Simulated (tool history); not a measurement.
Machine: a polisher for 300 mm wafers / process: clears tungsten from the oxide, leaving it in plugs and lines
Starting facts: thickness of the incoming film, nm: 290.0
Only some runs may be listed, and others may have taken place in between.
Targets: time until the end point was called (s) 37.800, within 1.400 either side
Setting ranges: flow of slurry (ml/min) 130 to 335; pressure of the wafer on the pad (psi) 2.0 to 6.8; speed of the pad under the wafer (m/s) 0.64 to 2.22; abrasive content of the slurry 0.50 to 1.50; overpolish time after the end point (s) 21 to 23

run,hour,flow of slurry (ml/min),pressure of the wafer on the pad (psi),speed of the pad under the wafer (m/s),abrasive content of the slurry,overpolish time after the end point (s),time until the end point was called (s)
1,0.0,215,4.4,1.42,1.00,21,30.324
2,4.0,215,4.4,1.42,1.00,21,30.040
3,8.2,215,4.4,1.42,1.00,21,30.486
4,10.9,215,4.4,1.42,1.00,21,30.478
5,14.6,170,4.4,1.42,1.00,21,31.949
6,18.2,170,4.4,1.78,1.00,21,25.696
7,23.9,165,4.0,1.78,1.00,21,28.030
8,27.0,160,3.7,1.78,1.00,21,29.307
9,29.9,155,3.4,1.78,1.00,21,31.442
10,35.8,155,3.2,1.78,1.00,21,32.113
11,43.7,150,3.0,1.78,1.00,21,34.630
12,46.2,150,2.9,1.78,1.00,21,34.848

Below are 4 possible settings for the next run. Only one of them brings all results inside the allowed miss of their targets. Which is it?
A,48.7,180,3.0,1.80,0.90,21,?
B,48.7,190,2.4,2.02,1.00,23,?
C,48.7,150,2.6,1.92,1.05,22,?
D,48.7,160,2.8,1.90,0.70,21,?

move,time until the end point was called (s)
A,33.944
B,33.621
C,34.145
D,37.995
A: misses by more than the last run did
B: misses by more than the last run did
C: misses by more than the last run did
D: every result within its allowed miss
The move that meets every target is D.

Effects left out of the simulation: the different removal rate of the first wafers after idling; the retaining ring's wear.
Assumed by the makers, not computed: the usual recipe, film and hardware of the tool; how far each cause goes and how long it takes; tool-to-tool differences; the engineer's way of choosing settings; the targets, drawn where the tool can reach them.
